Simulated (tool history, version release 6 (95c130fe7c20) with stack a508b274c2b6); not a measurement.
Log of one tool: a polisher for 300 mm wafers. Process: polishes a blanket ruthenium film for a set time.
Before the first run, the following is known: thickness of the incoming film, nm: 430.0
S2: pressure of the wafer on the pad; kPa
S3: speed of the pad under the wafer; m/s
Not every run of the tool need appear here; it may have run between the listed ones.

{"run": 1, "day": 0.0, "flow of slurry (ml/min)": 125, "S2": 12.4, "S3": 1.16, "polishing time (s)": 41, "film removed (Å)": 453.37}
{"run": 2, "day": 0.104, "flow of slurry (ml/min)": 130, "S2": 14.5, "S3": 1.16, "polishing time (s)": 41, "film removed (Å)": 506.97}
{"run": 3, "day": 0.333, "flow of slurry (ml/min)": 135, "S2": 15.9, "S3": 1.2, "polishing time (s)": 41, "film removed (Å)": 558.4}
{"run": 4, "day": 0.404, "flow of slurry (ml/min)": 135, "S2": 16.5, "S3": 1.26, "polishing time (s)": 41, "film removed (Å)": 618.31}
{"run": 5, "day": 0.517, "flow of slurry (ml/min)": 135, "S2": 16.5, "S3": 1.26, "polishing time (s)": 37, "film removed (Å)": 551.37}
{"run": 6, "day": 0.867, "flow of slurry (ml/min)": 135, "S2": 17.2, "S3": 1.34, "polishing time (s)": 37, "film removed (Å)": 599.13}
{"run": 7, "day": 1.025, "flow of slurry (ml/min)": 140, "S2": 17.9, "S3": 1.4, "polishing time (s)": 37, "film removed (Å)": 662.12}
{"run": 8, "day": 1.396, "flow of slurry (ml/min)": 145, "S2": 18.6, "S3": 1.44, "polishing time (s)": 37, "film removed (Å)": 693.11}
{"run": 9, "day": 1.529, "flow of slurry (ml/min)": 145, "S2": 18.6, "S3": 1.48, "polishing time (s)": 37, "film removed (Å)": 714.37}
{"run": 10, "day": 1.621, "flow of slurry (ml/min)": 145, "S2": 18.6, "S3": 1.5, "polishing time (s)": 37, "film removed (Å)": 724.08}
{"run": 11, "day": 1.75, "flow of slurry (ml/min)": 145, "S2": 18.6, "S3": 1.52, "polishing time (s)": 37, "film removed (Å)": 730.25}
{"run": 12, "day": 1.833, "flow of slurry (ml/min)": 145, "S2": 18.6, "S3": 1.54, "polishing time (s)": 37, "film removed (Å)": 732.74}
{"run": 13, "day": 1.9, "flow of slurry (ml/min)": 145, "S2": 18.6, "S3": 1.56, "polishing time (s)": 37, "film removed (Å)": 764.64}

For run 14, what comes out?
{"run": 14, "day": 1.962, "flow of slurry (ml/min)": 145, "S2": 18.6, "S3": 1.56, "polishing time (s)": 37, "film removed (Å)": "?"}

film removed (Å): 750.81
